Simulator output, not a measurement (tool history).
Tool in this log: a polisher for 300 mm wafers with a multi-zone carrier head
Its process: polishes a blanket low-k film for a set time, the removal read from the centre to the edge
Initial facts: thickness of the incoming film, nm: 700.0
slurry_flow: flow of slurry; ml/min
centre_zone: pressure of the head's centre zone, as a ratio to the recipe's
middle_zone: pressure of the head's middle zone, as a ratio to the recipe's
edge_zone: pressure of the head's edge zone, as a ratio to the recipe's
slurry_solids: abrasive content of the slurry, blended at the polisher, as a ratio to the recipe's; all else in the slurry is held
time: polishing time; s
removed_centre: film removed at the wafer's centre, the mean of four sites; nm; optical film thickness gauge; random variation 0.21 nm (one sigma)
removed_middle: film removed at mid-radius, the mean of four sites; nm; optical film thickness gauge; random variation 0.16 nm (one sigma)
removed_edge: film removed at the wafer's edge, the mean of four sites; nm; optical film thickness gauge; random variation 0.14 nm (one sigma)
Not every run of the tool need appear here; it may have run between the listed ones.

{"run": 1, "hour": 0.0, "slurry_flow": 200, "centre_zone": 1.0, "middle_zone": 1.0, "edge_zone": 1.0, "slurry_solids": 1.0, "time": 40, "removed_centre": 11.457, "removed_middle": 12.166, "removed_edge": 11.906}
{"run": 2, "hour": 3.0, "slurry_flow": 200, "centre_zone": 1.0, "middle_zone": 1.0, "edge_zone": 1.0, "slurry_solids": 1.0, "time": 34, "removed_centre": 9.7998, "removed_middle": 10.373, "removed_edge": 9.9242}
{"run": 3, "hour": 8.8, "slurry_flow": 200, "centre_zone": 1.0, "middle_zone": 0.96, "edge_zone": 1.0, "slurry_solids": 1.0, "time": 34, "removed_centre": 9.8721, "removed_middle": 9.9812, "removed_edge": 10.03}
{"run": 4, "hour": 10.5, "slurry_flow": 200, "centre_zone": 1.0, "middle_zone": 0.96, "edge_zone": 1.0, "slurry_solids": 0.9, "time": 34, "removed_centre": 9.7896, "removed_middle": 9.755, "removed_edge": 9.7872}
{"run": 5, "hour": 14.7, "slurry_flow": 205, "centre_zone": 1.01, "middle_zone": 0.97, "edge_zone": 1.03, "slurry_solids": 1.05, "time": 37, "removed_centre": 11.24, "removed_middle": 11.238, "removed_edge": 10.966}
{"run": 6, "hour": 23.3, "slurry_flow": 205, "centre_zone": 1.01, "middle_zone": 0.97, "edge_zone": 1.03, "slurry_solids": 0.95, "time": 37, "removed_centre": 10.805, "removed_middle": 10.945, "removed_edge": 10.905}
{"run": 7, "hour": 26.7, "slurry_flow": 195, "centre_zone": 0.98, "middle_zone": 0.96, "edge_zone": 1.05, "slurry_solids": 1.1, "time": 40, "removed_centre": 11.863, "removed_middle": 11.993, "removed_edge": 12.371}

Forecast run 8:
{"run": 8, "hour": 31.2, "slurry_flow": 195, "centre_zone": 0.97, "middle_zone": 0.97, "edge_zone": 1.06, "slurry_solids": 1.2, "time": 42, "removed_centre": "?", "removed_middle": "?", "removed_edge": "?"}

{"run 8": {"removed_centre": 12.493, "removed_middle": 12.959, "removed_edge": 13.515}}
